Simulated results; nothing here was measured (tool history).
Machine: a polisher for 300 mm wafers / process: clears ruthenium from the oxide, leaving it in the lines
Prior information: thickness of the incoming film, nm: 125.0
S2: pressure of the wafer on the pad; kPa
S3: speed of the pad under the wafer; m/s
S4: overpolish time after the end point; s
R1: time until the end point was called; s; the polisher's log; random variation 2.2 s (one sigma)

{"run": 1, "day": 0.0, "flow of slurry (ml/min)": 265, "S2": 17.9, "S3": 1.16, "S4": 4, "R1": 60.553}
{"run": 2, "day": 0.25, "flow of slurry (ml/min)": 295, "S2": 17.9, "S3": 1.16, "S4": 4, "R1": 59.377}
{"run": 3, "day": 0.404, "flow of slurry (ml/min)": 290, "S2": 16.5, "S3": 1.08, "S4": 4, "R1": 68.284}
{"run": 4, "day": 0.496, "flow of slurry (ml/min)": 290, "S2": 18.6, "S3": 1.08, "S4": 4, "R1": 63.215}
{"run": 5, "day": 0.762, "flow of slurry (ml/min)": 290, "S2": 17.2, "S3": 1, "S4": 4, "R1": 71.64}
{"run": 6, "day": 0.829, "flow of slurry (ml/min)": 290, "S2": 17.2, "S3": 1, "S4": 4, "R1": 71.524}
{"run": 7, "day": 0.875, "flow of slurry (ml/min)": 290, "S2": 15.9, "S3": 0.94, "S4": 4, "R1": 83.171}
{"run": 8, "day": 1.121, "flow of slurry (ml/min)": 290, "S2": 14.5, "S3": 0.9, "S4": 4, "R1": 95.312}
{"run": 9, "day": 1.375, "flow of slurry (ml/min)": 290, "S2": 13.8, "S3": 0.88, "S4": 4, "R1": 100.9}

What will run 10 give?
{"run": 10, "day": 1.554, "flow of slurry (ml/min)": 290, "S2": 13.1, "S3": 0.86, "S4": 4, "R1": "?"}

{"run 10": {"R1": 106.97}}
